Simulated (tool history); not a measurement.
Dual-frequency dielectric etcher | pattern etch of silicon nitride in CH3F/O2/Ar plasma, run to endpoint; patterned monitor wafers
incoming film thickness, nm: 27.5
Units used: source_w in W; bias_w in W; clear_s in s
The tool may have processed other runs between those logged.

Run 1, hour 0: source_w 440 W, bias_w 88 W. Result: clear_s 33.916 s.
Run 2, hour 1.6: source_w 440 W, bias_w 98 W. Result: clear_s 32.949 s.
Run 3, hour 2.4: source_w 440 W, bias_w 108 W. Result: clear_s 31.255 s.
Run 4, hour 9: source_w 390 W, bias_w 108 W. Result: clear_s 32.575 s.
Run 5, hour 9.8: source_w 360 W, bias_w 108 W. Result: clear_s 33.664 s.
Run 6, hour 15.1: source_w 430 W, bias_w 108 W. Result: clear_s 31.847 s.
Run 7, hour 15.9: source_w 440 W, bias_w 108 W. Result: clear_s 31.6 s.
Run 8, hour 23.6: source_w 450 W, bias_w 108 W. Result: clear_s 31.473 s.
Run 9, hour 30.1: source_w 460 W, bias_w 108 W. Result: clear_s 31.07 s.

Run 10 has not been measured yet. What should we expect?
Run 10, hour 35.4: source_w 470 W, bias_w 108 W. Result: clear_s ?.

{"run 10": {"clear_s": 31.07}}
